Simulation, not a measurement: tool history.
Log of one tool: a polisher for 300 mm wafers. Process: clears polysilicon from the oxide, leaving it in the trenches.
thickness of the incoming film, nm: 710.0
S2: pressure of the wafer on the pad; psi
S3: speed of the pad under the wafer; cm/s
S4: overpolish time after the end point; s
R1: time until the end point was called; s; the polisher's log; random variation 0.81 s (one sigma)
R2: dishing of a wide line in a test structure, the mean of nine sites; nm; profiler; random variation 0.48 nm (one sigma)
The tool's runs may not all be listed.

{"run": 1, "hour": 0.0, "flow of slurry (ml/min)": 255, "S2": 2.4, "S3": 98, "S4": 12, "R1": 59.495, "R2": 31.932}
{"run": 2, "hour": 8.9, "flow of slurry (ml/min)": 305, "S2": 2.4, "S3": 98, "S4": 12, "R1": 57.098, "R2": 33.007}
{"run": 3, "hour": 12.2, "flow of slurry (ml/min)": 360, "S2": 2.4, "S3": 98, "S4": 12, "R1": 56.245, "R2": 34.249}
{"run": 4, "hour": 15.1, "flow of slurry (ml/min)": 360, "S2": 2.8, "S3": 98, "S4": 12, "R1": 50.02, "R2": 32.161}
{"run": 5, "hour": 19.9, "flow of slurry (ml/min)": 360, "S2": 2.4, "S3": 98, "S4": 12, "R1": 56.117, "R2": 31.472}
{"run": 6, "hour": 21.2, "flow of slurry (ml/min)": 370, "S2": 2, "S3": 96, "S4": 10, "R1": 66.76, "R2": 30.196}
{"run": 7, "hour": 25.2, "flow of slurry (ml/min)": 380, "S2": 1.7, "S3": 96, "S4": 8, "R1": 74.586, "R2": 29.054}
{"run": 8, "hour": 27.3, "flow of slurry (ml/min)": 385, "S2": 1.5, "S3": 96, "S4": 7, "R1": 81.944, "R2": 27.195}
{"run": 9, "hour": 35.2, "flow of slurry (ml/min)": 390, "S2": 1.4, "S3": 98, "S4": 6, "R1": 84.691, "R2": 25.953}

Run 10 comes next. What will it give?
{"run": 10, "hour": 37.5, "flow of slurry (ml/min)": 395, "S2": 1.3, "S3": 100, "S4": 5, "R1": "?", "R2": "?"}

Run 10 gave R1 88.477 s, R2 23.03 nm.
